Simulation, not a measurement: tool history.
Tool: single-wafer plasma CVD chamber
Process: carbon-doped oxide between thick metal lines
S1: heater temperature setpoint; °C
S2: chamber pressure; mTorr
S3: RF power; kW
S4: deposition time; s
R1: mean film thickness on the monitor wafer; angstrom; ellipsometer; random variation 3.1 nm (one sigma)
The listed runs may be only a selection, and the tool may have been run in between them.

run  hour   S1    S2     S3   S4      R1
  1     0  350  3730  0.525  144  6583.9
  2   8.1  350  3730   0.56  144  6932.2
  3  11.2  350  3730   0.51  144  6483.5
  4  17.4  350  3420   0.51  144  6359.3
  5  22.3  350  3420   0.51  149  6581.3
  6    27  350  3420   0.48  149  6270.8
  7  31.3  351  3210   0.47  149    6053
  8  32.8  353  3110   0.47  149  6007.5

Estimate the outcome of run 9 from the log above:
  9  34.4  356  2820  0.44  149   ?

R1: 5588.3 angstrom
